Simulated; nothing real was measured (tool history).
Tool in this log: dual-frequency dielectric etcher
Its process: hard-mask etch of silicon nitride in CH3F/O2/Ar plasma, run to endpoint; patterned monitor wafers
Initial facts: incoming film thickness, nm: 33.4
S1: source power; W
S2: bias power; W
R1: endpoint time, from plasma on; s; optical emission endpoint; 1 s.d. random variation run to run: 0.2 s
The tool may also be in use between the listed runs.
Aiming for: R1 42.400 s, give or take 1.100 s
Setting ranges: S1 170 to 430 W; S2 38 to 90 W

run 1 hour=0.0 | S1=300 S2=64 | R1=52.087
run 2 hour=5.5 | S1=300 S2=68 | R1=51.216
run 3 hour=14.2 | S1=300 S2=62 | R1=52.945
run 4 hour=18.2 | S1=300 S2=69 | R1=50.511
run 5 hour=23.9 | S1=320 S2=70 | R1=48.971
run 6 hour=29.6 | S1=300 S2=70 | R1=50.398
run 7 hour=38.0 | S1=320 S2=71 | R1=49.294
run 8 hour=39.5 | S1=340 S2=73 | R1=47.194

Next run, 4 choices. One meets every target within its allowed miss, the rest don't. Which?
run A hour=41.0 | S1=290 S2=67 | R1=?
run B hour=41.0 | S1=380 S2=88 | R1=?
run C hour=41.0 | S1=210 S2=81 | R1=?
run D hour=41.0 | S1=310 S2=69 | R1=?

move=A R1=52.087
move=B R1=42.597
move=C R1=54.782
move=D R1=50.256
A: further off than the last run
B: every result within its allowed miss
C: further off than the last run
D: further off than the last run
So the answer is move B, the one that meets all the targets.
